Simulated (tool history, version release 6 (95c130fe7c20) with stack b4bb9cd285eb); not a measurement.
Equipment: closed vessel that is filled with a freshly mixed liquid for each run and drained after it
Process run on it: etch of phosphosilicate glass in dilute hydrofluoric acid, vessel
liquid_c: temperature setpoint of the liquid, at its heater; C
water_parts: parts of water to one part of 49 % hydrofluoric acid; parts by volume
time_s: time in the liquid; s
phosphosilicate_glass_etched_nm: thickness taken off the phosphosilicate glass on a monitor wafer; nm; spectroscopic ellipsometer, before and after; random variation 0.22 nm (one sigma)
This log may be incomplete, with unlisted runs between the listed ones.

run	hour	liquid_c	water_parts	time_s	phosphosilicate_glass_etched_nm
1	0	23	105	30	33.986
2	3	22	105	30	32.854
3	8.6	24	105	30	35.31
4	14.6	22.5	105	30	33.418
5	21.8	24	105	30	35.612
6	27.3	24	70	30	55.03

What does the tool deliver on the next run?
7	28.2	24	70	30	?

phosphosilicate_glass_etched_nm: 55.308 nm
